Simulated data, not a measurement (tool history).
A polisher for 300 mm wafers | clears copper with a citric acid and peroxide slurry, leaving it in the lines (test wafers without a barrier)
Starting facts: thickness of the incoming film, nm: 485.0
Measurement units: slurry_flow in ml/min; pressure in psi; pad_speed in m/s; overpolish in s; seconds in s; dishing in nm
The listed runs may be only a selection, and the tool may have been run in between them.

| run | hour | slurry_flow | pressure | pad_speed | slurry_solids | overpolish | seconds | dishing |
|---|---|---|---|---|---|---|---|---|
| 1 | 0 | 155 | 3.4 | 1.4 | 1 | 17 | 120.81 | 41.843 |
| 2 | 2.2 | 150 | 3.2 | 1.4 | 1 | 18 | 130.02 | 41.209 |
| 3 | 7 | 145 | 3 | 1.4 | 1 | 19 | 135.32 | 41.948 |
| 4 | 16 | 145 | 3 | 1.12 | 1 | 19 | 158.35 | 36.76 |
| 5 | 23.7 | 145 | 2.9 | 1.12 | 1 | 20 | 164.32 | 37.169 |
| 6 | 25.4 | 145 | 3.7 | 1.12 | 1 | 20 | 133.1 | 44.557 |
| 7 | 33 | 145 | 3.5 | 1.12 | 1 | 21 | 138.24 | 44.726 |
| 8 | 33.8 | 145 | 3.3 | 1.12 | 1 | 22 | 146.68 | 44.75 |
| 9 | 37.2 | 145 | 3.2 | 1.12 | 1 | 23 | 153.04 | 44.488 |

What will run 10 give?
| 10 | 42.6 | 145 | 3.2 | 1.12 | 1 | 23 | ? | ? |

Logged for run 10: seconds 151.63 s, dishing 44.855 nm.
